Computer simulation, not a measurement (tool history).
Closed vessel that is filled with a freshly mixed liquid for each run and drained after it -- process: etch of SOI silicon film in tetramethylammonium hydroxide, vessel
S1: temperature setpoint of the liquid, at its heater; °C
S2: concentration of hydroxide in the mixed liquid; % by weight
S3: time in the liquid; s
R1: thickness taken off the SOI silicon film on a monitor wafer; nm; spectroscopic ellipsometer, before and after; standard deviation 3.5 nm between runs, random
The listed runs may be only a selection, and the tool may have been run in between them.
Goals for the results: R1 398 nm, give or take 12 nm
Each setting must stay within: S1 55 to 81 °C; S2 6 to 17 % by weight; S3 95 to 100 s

run,hour,S1,S2,S3,R1
1,0,68,11.5,95,584.2
2,2.6,68,11.5,95,584.07
3,7,68,11.5,95,590.1
4,13.9,72.5,11.5,95,765.28
5,18.6,69.5,11.5,95,645.34
6,27.2,68,11.5,95,593.38
7,27.9,66.5,11.5,95,548.27
8,34.1,65.5,11.5,95,507.74
9,36.3,65.5,11.5,95,503.83
# hour 40.4: thermometer replaced
10,40.4,64.5,11.5,95,518.14
11,42.1,63.5,11.5,95,487.73

Pick the move, out of 4, that brings all results within their allowed miss; only one does.
A,43.8,66.5,10.5,100,?
B,43.8,64.5,12,100,?
C,43.8,60.5,14,100,?
D,43.8,57.5,10.5,100,?

move,R1
A,640.58
B,540.4
C,394.17
D,367.7
A: misses by more than the last run did
B: misses by more than the last run did
C: meets every target
D: takes the result that was furthest off past its target
Answer: C
